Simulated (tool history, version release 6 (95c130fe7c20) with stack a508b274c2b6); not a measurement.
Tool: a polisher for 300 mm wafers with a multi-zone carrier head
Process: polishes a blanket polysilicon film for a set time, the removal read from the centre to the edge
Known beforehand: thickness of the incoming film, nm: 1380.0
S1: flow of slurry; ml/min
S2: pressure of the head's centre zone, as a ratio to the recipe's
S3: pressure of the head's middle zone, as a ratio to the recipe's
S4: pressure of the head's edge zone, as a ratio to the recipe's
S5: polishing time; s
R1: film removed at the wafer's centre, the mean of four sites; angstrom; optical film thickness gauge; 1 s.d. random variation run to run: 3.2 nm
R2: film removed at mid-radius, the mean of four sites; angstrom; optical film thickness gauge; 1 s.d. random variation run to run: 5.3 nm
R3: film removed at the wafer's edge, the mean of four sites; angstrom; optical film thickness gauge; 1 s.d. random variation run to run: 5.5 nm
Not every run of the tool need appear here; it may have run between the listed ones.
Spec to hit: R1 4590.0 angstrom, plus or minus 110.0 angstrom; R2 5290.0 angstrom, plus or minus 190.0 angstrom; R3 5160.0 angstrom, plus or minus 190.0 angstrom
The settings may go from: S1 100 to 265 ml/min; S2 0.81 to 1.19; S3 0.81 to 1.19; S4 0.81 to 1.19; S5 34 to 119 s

run	day	S1	S2	S3	S4	S5	R1	R2	R3
1	0.000	170	1.00	1.00	1.00	76	3730.3	3587.6	3627.2
2	0.250	150	1.00	1.00	1.00	76	3609.1	3557.1	3625.8
3	0.354	150	0.93	1.00	1.00	76	3403.6	3555.4	3574.9
4	0.442	150	0.93	1.07	1.00	76	3382.3	3683.5	3586.3
5	0.571	150	0.93	1.07	1.08	76	3399.3	3699.1	3720.1
6	0.612	155	0.93	1.10	1.10	82	3724.5	4120.1	4057.2
7	0.950	165	0.92	1.11	1.12	86	3901.3	4465.9	4258.8
8	1.179	155	0.92	1.11	1.13	90	4038.3	4537.5	4588.8
9	1.233	165	0.92	1.12	1.14	92	4189.3	4729.8	4604.2
10	1.325	160	0.92	1.13	1.15	94	4234.6	4790.5	4755.4
11	1.429	165	0.92	1.13	1.16	95	4296.4	4823.3	4845.7
12	1.596	170	0.92	1.14	1.16	96	4377.8	4924.0	4941.0
13	1.800	175	0.92	1.15	1.16	97	4422.4	5075.7	5027.6
14	1.908	180	0.92	1.16	1.16	97	4470.3	5180.7	5037.4

Which single option among these 4 for the next run brings every result within its allowed miss of target? Just one does.
A	2.017	195	0.95	1.15	1.19	93	?	?	?
B	2.017	160	0.92	1.15	1.13	102	?	?	?
C	2.017	180	0.85	1.13	1.19	101	?	?	?
D	2.017	195	0.94	1.19	1.09	95	?	?	?

move	R1	R2	R3
A	4505.6	5019.1	4871.3
B	4664.3	5360.3	5099.6
C	4394.6	5332.8	5250.7
D	4561.5	5249.2	4754.4
A: the furthest-off result lands on target, but another misses its tolerance
B: all results land within tolerance of their targets
C: the biggest miss grows against the last run
D: the furthest-off result lands on target, but another misses its tolerance
The move that meets every target is B.

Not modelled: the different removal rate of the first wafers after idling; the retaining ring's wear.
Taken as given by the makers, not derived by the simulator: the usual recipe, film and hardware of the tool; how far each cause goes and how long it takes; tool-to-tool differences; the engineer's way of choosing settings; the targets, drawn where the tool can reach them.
